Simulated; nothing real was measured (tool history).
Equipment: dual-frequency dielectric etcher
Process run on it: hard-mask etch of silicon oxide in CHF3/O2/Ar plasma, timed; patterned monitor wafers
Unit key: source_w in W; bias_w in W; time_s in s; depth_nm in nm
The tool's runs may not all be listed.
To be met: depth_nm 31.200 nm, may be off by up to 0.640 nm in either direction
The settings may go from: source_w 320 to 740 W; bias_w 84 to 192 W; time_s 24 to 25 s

run 1 hour=0.0 | source_w=530 bias_w=138 time_s=24 | depth_nm=34.388
run 2 hour=3.0 | source_w=530 bias_w=148 time_s=24 | depth_nm=35.169
run 3 hour=8.5 | source_w=530 bias_w=148 time_s=25 | depth_nm=36.459
run 4 hour=15.1 | source_w=510 bias_w=146 time_s=25 | depth_nm=35.997
run 5 hour=20.4 | source_w=490 bias_w=145 time_s=25 | depth_nm=35.159
run 6 hour=25.2 | source_w=480 bias_w=144 time_s=25 | depth_nm=35.478
run 7 hour=32.1 | source_w=470 bias_w=141 time_s=25 | depth_nm=34.539
run 8 hour=32.8 | source_w=460 bias_w=140 time_s=25 | depth_nm=34.364
run 9 hour=35.4 | source_w=450 bias_w=139 time_s=25 | depth_nm=34.351
run 10 hour=38.5 | source_w=440 bias_w=137 time_s=25 | depth_nm=34.066
run 11 hour=39.2 | source_w=430 bias_w=135 time_s=25 | depth_nm=33.565
run 12 hour=44.1 | source_w=420 bias_w=134 time_s=25 | depth_nm=33.392
run 13 hour=47.8 | source_w=410 bias_w=133 time_s=25 | depth_nm=33.096

Consider the 4 candidate settings below. Which is the only one whose results all fall within their allowed miss of target?
run A hour=51.5 | source_w=340 bias_w=150 time_s=24 | depth_nm=?
run B hour=51.5 | source_w=410 bias_w=142 time_s=25 | depth_nm=?
run C hour=51.5 | source_w=460 bias_w=129 time_s=24 | depth_nm=?
run D hour=51.5 | source_w=400 bias_w=147 time_s=25 | depth_nm=?

move=A depth_nm=31.217
move=B depth_nm=33.714
move=C depth_nm=32.672
move=D depth_nm=33.772
A: every result within its allowed miss
B: moves away from the targets compared with the last run
C: closes in on the targets versus the last run, not all within tolerance yet
D: moves away from the targets compared with the last run
Move A is the one to make.
